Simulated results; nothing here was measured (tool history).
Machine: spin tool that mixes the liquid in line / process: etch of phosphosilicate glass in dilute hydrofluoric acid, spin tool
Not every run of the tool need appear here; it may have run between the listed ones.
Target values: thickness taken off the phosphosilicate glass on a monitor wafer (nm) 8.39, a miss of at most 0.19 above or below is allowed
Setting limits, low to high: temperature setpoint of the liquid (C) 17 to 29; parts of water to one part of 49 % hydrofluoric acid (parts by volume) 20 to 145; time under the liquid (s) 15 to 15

run    day  temperature setpoint of the liquid (C)  parts of water to one part of 49 % hydrofluoric acid (parts by volume)  time under the liquid (s)  thickness taken off the phosphosilicate glass on a monitor wafer (nm)
  1      0                                      21                                                                      80                         15                                                                 16.866
  2  0.325                                      20                                                                      90                         15                                                                 14.387
  3  0.458                                      20                                                                      65                         15                                                                 20.403
  4  0.771                                      19                                                                      80                         15                                                                 15.658
  5  1.104                                      17                                                                      80                         15                                                                 14.411
  6  1.204                                      17                                                                      90                         15                                                                 12.621
  7  1.525                                      17                                                                     100                         15                                                                 11.252
  8  1.679                                      17                                                                     105                         15                                                                 10.639
  9  1.917                                      17                                                                     110                         15                                                                 10.161

Pick the move, out of 4, that brings all results within their allowed miss; only one does.
  A  2.154                                      19                                                                     135                         15                                                                      ?
  B  2.154                                      17                                                                     130                         15                                                                      ?
  C  2.154                                      18                                                                     130                         15                                                                      ?
  D  2.154                                    17.5                                                                     125                         15                                                                      ?

move  thickness taken off the phosphosilicate glass on a monitor wafer (nm)
   A                                                                 8.7233
   B                                                                  8.388
   C                                                                 8.7414
   D                                                                 8.9509
A: an improvement on the last run, though not all results are within tolerance
B: every result within its allowed miss
C: an improvement on the last run, though not all results are within tolerance
D: an improvement on the last run, though not all results are within tolerance
Move B is the one to make.
